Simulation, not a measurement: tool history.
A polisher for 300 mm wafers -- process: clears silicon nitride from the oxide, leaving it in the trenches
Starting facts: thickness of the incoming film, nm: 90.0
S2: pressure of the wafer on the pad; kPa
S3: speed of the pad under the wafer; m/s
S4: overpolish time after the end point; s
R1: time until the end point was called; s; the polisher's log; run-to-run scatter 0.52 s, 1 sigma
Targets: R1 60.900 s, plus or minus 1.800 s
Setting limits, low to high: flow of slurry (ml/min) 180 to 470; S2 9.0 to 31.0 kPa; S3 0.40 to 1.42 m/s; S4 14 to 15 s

run 1 hour=0.0 | flow_of_slurry_(ml/min)=300 S2=20.0 S3=0.90 S4=14 | R1=108.300
run 2 hour=4.1 | flow_of_slurry_(ml/min)=300 S2=20.0 S3=0.90 S4=14 | R1=108.910
run 3 hour=7.5 | flow_of_slurry_(ml/min)=270 S2=20.0 S3=0.90 S4=14 | R1=112.640
run 4 hour=10.6 | flow_of_slurry_(ml/min)=270 S2=20.0 S3=0.78 S4=14 | R1=127.790
run 5 hour=13.7 | flow_of_slurry_(ml/min)=270 S2=17.9 S3=0.78 S4=14 | R1=141.230
run 6 hour=15.0 | flow_of_slurry_(ml/min)=300 S2=17.9 S3=0.78 S4=14 | R1=140.420
run 7 hour=18.7 | flow_of_slurry_(ml/min)=315 S2=22.1 S3=0.82 S4=14 | R1=108.360
run 8 hour=19.7 | flow_of_slurry_(ml/min)=325 S2=24.8 S3=0.86 S4=14 | R1=91.387
run 9 hour=26.0 | flow_of_slurry_(ml/min)=335 S2=26.9 S3=0.90 S4=14 | R1=80.946
run 10 hour=29.3 | flow_of_slurry_(ml/min)=345 S2=28.3 S3=0.92 S4=14 | R1=75.890
run 11 hour=32.9 | flow_of_slurry_(ml/min)=350 S2=29.0 S3=0.96 S4=14 | R1=71.218
run 12 hour=39.6 | flow_of_slurry_(ml/min)=350 S2=31.0 S3=1.02 S4=14 | R1=63.117

Which single option among these 5 for the next run brings every result within its allowed miss of target? Just one does.
run A hour=46.3 | flow_of_slurry_(ml/min)=310 S2=31.0 S3=0.98 S4=15 | R1=?
run B hour=46.3 | flow_of_slurry_(ml/min)=365 S2=31.0 S3=1.14 S4=14 | R1=?
run C hour=46.3 | flow_of_slurry_(ml/min)=310 S2=29.6 S3=1.04 S4=14 | R1=?
run D hour=46.3 | flow_of_slurry_(ml/min)=325 S2=31.0 S3=1.06 S4=14 | R1=?
run E hour=46.3 | flow_of_slurry_(ml/min)=365 S2=28.3 S3=1.10 S4=15 | R1=?

move=A R1=66.846
move=B R1=57.291
move=C R1=66.077
move=D R1=61.863
move=E R1=64.926
A: its largest miss is bigger than the last run's
B: takes the result that was furthest off past its target
C: its largest miss is bigger than the last run's
D: every result lands within tolerance
E: its largest miss is bigger than the last run's
Correct choice: D, which meets every target
